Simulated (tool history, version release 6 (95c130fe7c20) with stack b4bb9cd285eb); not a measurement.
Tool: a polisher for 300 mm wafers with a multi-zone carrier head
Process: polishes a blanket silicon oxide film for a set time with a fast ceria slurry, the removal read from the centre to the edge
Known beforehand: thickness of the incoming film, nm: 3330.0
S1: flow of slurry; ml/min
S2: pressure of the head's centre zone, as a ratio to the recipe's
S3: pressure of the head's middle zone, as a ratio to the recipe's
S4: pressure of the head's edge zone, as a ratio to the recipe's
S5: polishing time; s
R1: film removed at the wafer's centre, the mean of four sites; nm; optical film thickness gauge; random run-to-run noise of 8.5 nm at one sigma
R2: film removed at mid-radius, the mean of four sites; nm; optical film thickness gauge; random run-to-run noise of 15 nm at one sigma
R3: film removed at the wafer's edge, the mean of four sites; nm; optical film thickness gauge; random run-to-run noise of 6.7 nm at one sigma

run  hour   S1    S2    S3    S4  S5      R1      R2      R3
  1     0  275     1     1     1  57  829.17  789.14  814.94
  2   2.1  275     1     1  0.96  57  829.23  814.09  801.91
  3   7.1  275     1  1.04  0.96  57  841.49   827.8  812.58
  4  15.7  275     1  1.04     1  57  829.96  849.67  819.94
  5  21.1  275  1.01  1.02  1.02  60  875.72  851.06  879.93
  6    25  275  1.01  1.02  1.11  60  880.28  860.35  905.67
  7  30.4  280  1.02  1.02  1.12  62  927.15     895  941.95
  8  35.4  280  1.03  1.01  1.13  63  943.68  898.59  962.49
  9  37.4  285  1.04  1.01  1.14  64  957.93  942.08  990.62

For run 10, what comes out?
 10  39.5  285  1.06  0.99  1.15  65   ?   ?   ?

R1: 1014 nm
R2: 918.03 nm
R3: 1008 nm
